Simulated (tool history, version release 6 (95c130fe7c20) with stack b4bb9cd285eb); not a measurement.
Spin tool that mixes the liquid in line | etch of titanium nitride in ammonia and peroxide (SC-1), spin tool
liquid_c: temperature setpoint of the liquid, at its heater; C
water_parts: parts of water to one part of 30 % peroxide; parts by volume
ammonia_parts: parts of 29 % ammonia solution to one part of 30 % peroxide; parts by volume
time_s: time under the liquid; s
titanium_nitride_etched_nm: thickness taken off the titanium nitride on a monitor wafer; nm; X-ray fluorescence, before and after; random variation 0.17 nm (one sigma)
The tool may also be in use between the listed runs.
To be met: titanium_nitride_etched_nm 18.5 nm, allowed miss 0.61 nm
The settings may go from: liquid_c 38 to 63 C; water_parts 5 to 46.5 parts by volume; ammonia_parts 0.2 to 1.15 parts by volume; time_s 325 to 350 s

run,hour,liquid_c,water_parts,ammonia_parts,time_s,titanium_nitride_etched_nm
1,0,47,25.5,0.65,325,12.466
2,1.3,47,16,0.65,325,16.142
3,9.5,47,16,0.65,325,16.216
4,10.1,47,16,0.65,325,16.091
5,17.9,53.5,16,0.65,325,25.253
6,23,53,16,0.65,325,24.69
7,23.6,52.5,16,0.65,325,23.49
8,31.5,52,16,0.65,325,23.252
9,39.4,51.5,16,0.65,325,21.85
10,40.6,51,16,0.65,325,21.155
11,48.7,50.5,16,0.65,325,20.824

Which of these 5 next moves meets every target?
A,56.8,50,13,0.6,350,?
B,56.8,52.5,16,0.65,325,?
C,56.8,50,18.5,0.6,330,?
D,56.8,50,13.5,0.6,350,?
E,56.8,48.5,9.5,0.75,325,?

move,titanium_nitride_etched_nm
A,23.592
B,23.614
C,18.361
D,23.12
E,24.114
A: further off than the last run
B: further off than the last run
C: meets every target
D: further off than the last run
E: further off than the last run
The right move is C.

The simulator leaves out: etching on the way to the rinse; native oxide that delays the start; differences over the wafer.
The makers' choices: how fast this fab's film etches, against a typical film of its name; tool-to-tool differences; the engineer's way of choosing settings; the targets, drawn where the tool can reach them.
